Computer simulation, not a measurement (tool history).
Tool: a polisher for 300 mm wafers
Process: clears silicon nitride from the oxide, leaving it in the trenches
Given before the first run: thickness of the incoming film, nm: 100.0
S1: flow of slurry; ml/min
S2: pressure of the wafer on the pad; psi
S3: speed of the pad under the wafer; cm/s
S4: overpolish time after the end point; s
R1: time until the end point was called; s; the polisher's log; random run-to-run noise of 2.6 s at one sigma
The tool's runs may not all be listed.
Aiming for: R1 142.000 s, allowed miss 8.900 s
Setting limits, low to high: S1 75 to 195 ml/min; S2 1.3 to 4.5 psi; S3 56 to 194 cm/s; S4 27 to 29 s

| run | day | S1 | S2 | S3 | S4 | R1 |
|---|---|---|---|---|---|---|
| 1 | 0.000 | 125 | 2.9 | 124 | 27 | 100.070 |
| 2 | 0.338 | 125 | 2.9 | 124 | 27 | 98.354 |
| 3 | 0.421 | 125 | 3.4 | 124 | 27 | 85.640 |
| 4 | 0.554 | 110 | 3.4 | 124 | 27 | 89.902 |
|  | 0.746 | slurry nozzle cleaned |
| 5 | 0.746 | 110 | 3.4 | 124 | 27 | 88.109 |
| 6 | 0.954 | 110 | 3.4 | 124 | 27 | 85.495 |
| 7 | 1.212 | 110 | 3.3 | 122 | 27 | 88.616 |
| 8 | 1.429 | 110 | 3.1 | 120 | 27 | 94.993 |
| 9 | 1.642 | 110 | 3.0 | 118 | 27 | 96.159 |

Exercise: of the 4 proposed moves below, exactly one satisfies all targets within the stated allowed misses. Which move is it?
| A | 1.854 | 85 | 2.6 | 114 | 29 | ? |
| B | 1.854 | 115 | 2.7 | 108 | 27 | ? |
| C | 1.854 | 115 | 2.1 | 126 | 29 | ? |
| D | 1.854 | 95 | 3.2 | 80 | 27 | ? |

| move | R1 |
|---|---|
| A | 115.150 |
| B | 113.670 |
| C | 117.140 |
| D | 136.570 |
A: closer than the last run, but not yet in spec
B: closer than the last run, but not yet in spec
C: closer than the last run, but not yet in spec
D: all results land within tolerance of their targets
Answer: D
